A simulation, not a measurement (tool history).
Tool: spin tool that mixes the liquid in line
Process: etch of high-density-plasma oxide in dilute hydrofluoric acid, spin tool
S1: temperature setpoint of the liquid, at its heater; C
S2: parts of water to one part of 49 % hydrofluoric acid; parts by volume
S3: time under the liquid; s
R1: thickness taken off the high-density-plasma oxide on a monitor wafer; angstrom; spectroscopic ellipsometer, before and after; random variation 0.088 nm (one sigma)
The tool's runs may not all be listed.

Run 1, day 0.000: S1 23.0 C, S2 280 parts by volume, S3 300 s. Result: R1 60.586 angstrom.
Run 2, day 0.246: S1 23.0 C, S2 380 parts by volume, S3 300 s. Result: R1 41.145 angstrom.
Run 3, day 0.267: S1 24.0 C, S2 365 parts by volume, S3 300 s. Result: R1 43.654 angstrom.
Run 4, day 0.304: S1 24.5 C, S2 345 parts by volume, S3 300 s. Result: R1 48.997 angstrom.
Run 5, day 0.400: S1 25.0 C, S2 335 parts by volume, S3 300 s. Result: R1 52.297 angstrom.
Run 6, day 0.750: S1 25.5 C, S2 330 parts by volume, S3 300 s. Result: R1 52.326 angstrom.
Run 7, day 1.042: S1 26.0 C, S2 320 parts by volume, S3 300 s. Result: R1 57.785 angstrom.
Run 8, day 1.233: S1 26.5 C, S2 315 parts by volume, S3 300 s. Result: R1 56.885 angstrom.

The next listed run, before its measurement:
Run 9, day 1.325: S1 27.0 C, S2 305 parts by volume, S3 300 s. Result: R1 ?.

{"run 9": {"R1": 62.035}}
